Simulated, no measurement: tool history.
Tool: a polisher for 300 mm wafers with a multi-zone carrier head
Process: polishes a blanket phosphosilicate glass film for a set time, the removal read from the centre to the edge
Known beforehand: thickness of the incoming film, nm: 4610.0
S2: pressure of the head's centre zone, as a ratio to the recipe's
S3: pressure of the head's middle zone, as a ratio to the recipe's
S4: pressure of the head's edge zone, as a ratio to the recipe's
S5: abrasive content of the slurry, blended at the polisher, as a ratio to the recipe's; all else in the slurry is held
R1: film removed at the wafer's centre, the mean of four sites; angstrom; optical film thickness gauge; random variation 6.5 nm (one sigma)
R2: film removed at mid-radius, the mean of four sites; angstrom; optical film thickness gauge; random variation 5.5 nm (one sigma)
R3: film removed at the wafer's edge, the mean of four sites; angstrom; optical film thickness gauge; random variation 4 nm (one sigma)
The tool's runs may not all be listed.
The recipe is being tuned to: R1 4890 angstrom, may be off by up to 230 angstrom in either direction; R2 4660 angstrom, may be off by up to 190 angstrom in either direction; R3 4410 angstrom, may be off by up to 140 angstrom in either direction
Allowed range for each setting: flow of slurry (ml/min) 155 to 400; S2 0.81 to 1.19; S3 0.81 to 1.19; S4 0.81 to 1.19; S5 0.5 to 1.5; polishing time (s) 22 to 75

run 1 hour=0 | flow_of_slurry_(ml/min)=255 S2=1 S3=1 S4=1 S5=1 polishing_time_(s)=48 | R1=3616.2 R2=3791.9 R3=3640.7
run 2 hour=6.1 | flow_of_slurry_(ml/min)=260 S2=1.03 S3=1.02 S4=1.02 S5=1.05 polishing_time_(s)=48 | R1=3802.3 R2=3803.8 R3=3708.9
run 3 hour=7.7 | flow_of_slurry_(ml/min)=265 S2=1.04 S3=1.04 S4=1.02 S5=1.15 polishing_time_(s)=48 | R1=3805.9 R2=3997.1 R3=3749.3
run 4 hour=11.2 | flow_of_slurry_(ml/min)=265 S2=1.07 S3=1.04 S4=1.03 S5=1.25 polishing_time_(s)=49 | R1=4126.9 R2=4184.1 R3=3900.5
run 5 hour=20.1 | flow_of_slurry_(ml/min)=265 S2=1.07 S3=0.98 S4=1.03 S5=1.25 polishing_time_(s)=49 | R1=4116.8 R2=3984.4 R3=3986.1
run 6 hour=24.3 | flow_of_slurry_(ml/min)=265 S2=1.14 S3=0.98 S4=1.03 S5=1.25 polishing_time_(s)=49 | R1=4500.6 R2=4035.9 R3=3944.1
run 7 hour=30.2 | flow_of_slurry_(ml/min)=265 S2=1.14 S3=0.99 S4=1.04 S5=1.3 polishing_time_(s)=49 | R1=4434.2 R2=4051.9 R3=3972.3
run 8 hour=33 | flow_of_slurry_(ml/min)=270 S2=1.14 S3=1 S4=1.04 S5=1.35 polishing_time_(s)=50 | R1=4515.3 R2=4270.5 R3=4142.1
run 9 hour=39.8 | flow_of_slurry_(ml/min)=275 S2=1.15 S3=1 S4=1.04 S5=1.4 polishing_time_(s)=50 | R1=4673.9 R2=4291.8 R3=4217.9
run 10 hour=48 | flow_of_slurry_(ml/min)=280 S2=1.15 S3=1.01 S4=1.04 S5=1.4 polishing_time_(s)=50 | R1=4785.4 R2=4357 R3=4183
run 11 hour=54.7 | flow_of_slurry_(ml/min)=280 S2=1.15 S3=1.01 S4=1.04 S5=1.4 polishing_time_(s)=50 | R1=4680.3 R2=4388 R3=4190.7
run 12 hour=58 | flow_of_slurry_(ml/min)=285 S2=1.15 S3=1.01 S4=1.05 S5=1.4 polishing_time_(s)=50 | R1=4767.4 R2=4361.7 R3=4229.5
run 13 hour=62.1 | flow_of_slurry_(ml/min)=290 S2=1.15 S3=1.02 S4=1.05 S5=1.4 polishing_time_(s)=50 | R1=4616.1 R2=4522.4 R3=4182.4

Exactly one of the 4 candidate moves below puts every result within its allowed miss. Which one?
run A hour=66.2 | flow_of_slurry_(ml/min)=300 S2=0.99 S3=0.97 S4=1.11 S5=1.45 polishing_time_(s)=51 | R1=? R2=? R3=?
run B hour=66.2 | flow_of_slurry_(ml/min)=300 S2=1.15 S3=1.03 S4=1.1 S5=1.45 polishing_time_(s)=51 | R1=? R2=? R3=?
run C hour=66.2 | flow_of_slurry_(ml/min)=255 S2=0.95 S3=0.95 S4=1.19 S5=1.5 polishing_time_(s)=54 | R1=? R2=? R3=?
run D hour=66.2 | flow_of_slurry_(ml/min)=400 S2=1.19 S3=1.18 S4=1.1 S5=1.25 polishing_time_(s)=45 | R1=? R2=? R3=?

move=A R1=4149.7 R2=4346.9 R3=4339.3
move=B R1=4792.4 R2=4569.2 R3=4321.4
move=C R1=4182.9 R2=4487.6 R3=4699.3
move=D R1=4315 R2=4456.4 R3=3723.6
A: corrects the largest miss of the last run, while another result sits out of spec
B: each result inside its tolerance
C: takes the biggest miss from the last run beyond its target
D: misses by more than the last run did
Correct choice: B, which meets every target
